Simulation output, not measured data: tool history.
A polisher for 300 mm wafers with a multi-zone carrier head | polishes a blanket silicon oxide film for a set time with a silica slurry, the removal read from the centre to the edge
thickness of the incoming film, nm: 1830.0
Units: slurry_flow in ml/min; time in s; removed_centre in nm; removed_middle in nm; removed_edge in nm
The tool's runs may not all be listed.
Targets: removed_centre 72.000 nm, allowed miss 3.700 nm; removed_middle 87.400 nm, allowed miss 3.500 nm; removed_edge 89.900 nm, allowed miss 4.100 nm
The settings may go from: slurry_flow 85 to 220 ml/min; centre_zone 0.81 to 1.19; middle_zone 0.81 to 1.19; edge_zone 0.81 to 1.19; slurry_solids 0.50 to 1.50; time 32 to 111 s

run    day  slurry_flow  centre_zone  middle_zone  edge_zone  slurry_solids  time  removed_centre  removed_middle  removed_edge
  1  0.000          140         1.00         1.00       1.00           1.00    71         173.050         185.750       176.220
  2  0.154          130         0.96         0.98       1.00           0.85    64         130.360         143.530       142.910
  3  0.342          130         0.96         0.98       1.00           0.85    57         117.870         127.070       124.870
  4  0.433          125         0.93         0.97       0.98           0.75    56          97.211         108.250       113.310
  5  0.617          125         0.92         0.98       0.94           0.70    55          90.128         102.690       101.890
  6  0.792          120         0.90         0.97       0.92           0.70    55          89.297          99.427        97.678
  7  1.121          115         0.88         0.97       0.93           0.70    55          84.444         101.820        96.022
  8  1.404          110         0.86         0.94       0.94           0.70    55          80.686          95.225        96.453
  9  1.775          105         0.85         0.93       0.94           0.70    55          78.170          94.390        94.520
 10  1.950          105         0.85         0.93       0.94           0.70    55          80.944          94.054        96.597
 11  2.179          100         0.84         0.93       0.94           0.70    55          77.730          93.775        94.659
 12  2.400          100         0.83         0.92       0.94           0.70    55          75.690          91.779        94.103
 13  2.429          100         0.83         0.91       0.93           0.70    55          76.535          88.983        96.004
 14  2.454          100         0.82         0.91       0.92           0.70    55          74.466          91.838        93.879

4 next moves are on the table. One of them brings every result within its allowed miss. Which?
  A  2.479           95         0.81         0.87       0.83           0.60    67               ?               ?             ?
  B  2.479          115         0.83         0.95       0.84           0.75    50               ?               ?             ?
  C  2.479           85         0.85         0.83       0.95           0.80    53               ?               ?             ?
  D  2.479          110         0.92         0.88       1.04           0.80    45               ?               ?             ?

move  removed_centre  removed_middle  removed_edge
   A          72.802          86.607        90.765
   B          76.129          93.731        90.453
   C          78.264          86.098       100.930
   D          79.375          83.111        94.594
A: meets every target
B: further off than the last run
C: brings the result that was furthest off to its target, and leaves another outside
D: takes the result that was furthest off past its target
The right move is A.

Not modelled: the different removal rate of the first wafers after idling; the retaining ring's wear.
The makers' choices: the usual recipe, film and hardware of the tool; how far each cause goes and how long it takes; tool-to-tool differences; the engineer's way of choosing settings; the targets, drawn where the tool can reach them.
